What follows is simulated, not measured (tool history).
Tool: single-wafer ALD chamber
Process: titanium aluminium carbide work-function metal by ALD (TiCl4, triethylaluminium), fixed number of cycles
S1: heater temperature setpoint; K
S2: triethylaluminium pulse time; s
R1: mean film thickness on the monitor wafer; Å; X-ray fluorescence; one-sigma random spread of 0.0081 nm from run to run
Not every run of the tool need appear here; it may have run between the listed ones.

run,day,S1,S2,R1
1,0.000,558.15,15.58,17.954
2,0.108,564.15,15.58,18.259
3,0.479,560.15,15.17,17.905
4,0.546,568.15,15.17,18.496
5,0.812,564.15,14.62,18.106
6,0.996,561.15,14.00,18.029

Forecast run 7:
7,1.162,557.15,13.77,?

For run 7 the tool returned R1 17.561 Å.

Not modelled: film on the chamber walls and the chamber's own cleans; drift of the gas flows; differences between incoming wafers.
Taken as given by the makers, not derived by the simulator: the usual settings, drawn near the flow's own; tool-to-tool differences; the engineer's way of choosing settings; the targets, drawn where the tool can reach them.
